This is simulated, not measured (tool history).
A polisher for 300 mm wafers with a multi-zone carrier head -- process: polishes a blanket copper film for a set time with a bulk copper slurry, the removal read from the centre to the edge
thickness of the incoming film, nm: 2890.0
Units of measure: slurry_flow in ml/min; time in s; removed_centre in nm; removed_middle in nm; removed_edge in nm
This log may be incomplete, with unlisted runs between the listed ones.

run    day  slurry_flow  centre_zone  middle_zone  edge_zone  slurry_solids  time  removed_centre  removed_middle  removed_edge
  1      0          295            1            1          1              1    87          776.06          748.95        755.89
  2  0.325          325            1            1          1              1    87           772.6          753.43        781.29
  3  0.554          325            1            1          1            0.8    87           756.6          702.03        738.37
  4  0.783          330         1.02            1       1.01           0.85    88          787.56          745.58        764.88
  5  0.871          330         1.02            1       1.01           0.65    88          724.71          703.16        713.79
  6  1.242          330         1.02            1       1.01           0.65   100          847.39          789.68        804.16
  7  1.438          335         1.03            1       1.03            0.7   100          853.01          824.94        858.44
  8  1.604          340         1.05         0.99       1.03           0.75   100          880.86          823.49        857.14
  9   1.65          345         1.07         0.98       1.03            0.8   100          918.01          841.09        850.14
 10  1.912          350         1.08         0.97       1.04           0.85   100          933.67          837.51        859.04

Run 11 is up next; what results do you expect?
 11  2.192          350         1.08         0.97       1.04           0.85   100               ?               ?             ?

{"run 11": {"removed_centre": 933.67, "removed_middle": 820.68, "removed_edge": 883.83}}
